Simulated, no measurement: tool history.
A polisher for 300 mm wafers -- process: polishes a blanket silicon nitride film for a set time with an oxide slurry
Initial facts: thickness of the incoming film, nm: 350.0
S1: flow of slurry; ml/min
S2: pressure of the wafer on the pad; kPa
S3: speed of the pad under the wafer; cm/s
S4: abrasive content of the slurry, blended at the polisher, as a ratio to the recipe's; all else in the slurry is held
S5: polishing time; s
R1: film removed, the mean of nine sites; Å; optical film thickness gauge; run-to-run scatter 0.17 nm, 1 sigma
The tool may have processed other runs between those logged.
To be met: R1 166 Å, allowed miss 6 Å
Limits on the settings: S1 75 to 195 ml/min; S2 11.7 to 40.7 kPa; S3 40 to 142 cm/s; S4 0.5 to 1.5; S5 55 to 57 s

run,day,S1,S2,S3,S4,S5,R1
1,0,125,26.2,90,1,55,283.81
2,0.142,125,26.2,90,1,55,281.26
3,0.208,125,26.2,90,1,55,287.59
4,0.496,120,23.4,90,1,55,252.44
5,0.8,115,21.4,90,1,55,233.33
6,1.025,115,19.3,90,1,55,208.62
7,1.171,100,14.5,90,1,55,154.71
8,1.529,105,14.5,90,1,55,155.82
9,1.683,110,14.5,90,1,55,158.35

Which single option among these 4 for the next run brings every result within its allowed miss of target? Just one does.
A,1.838,100,15.2,86,0.95,55,?
B,1.838,145,11.7,94,1,57,?
C,1.838,120,15.9,92,0.85,57,?
D,1.838,115,14.5,90,0.9,57,?

move,R1
A,152.75
B,152.18
C,167.1
D,156.69
A: misses by more than the last run did
B: misses by more than the last run did
C: meets every target
D: misses by more than the last run did
C is the move that brings every result within its allowed miss.
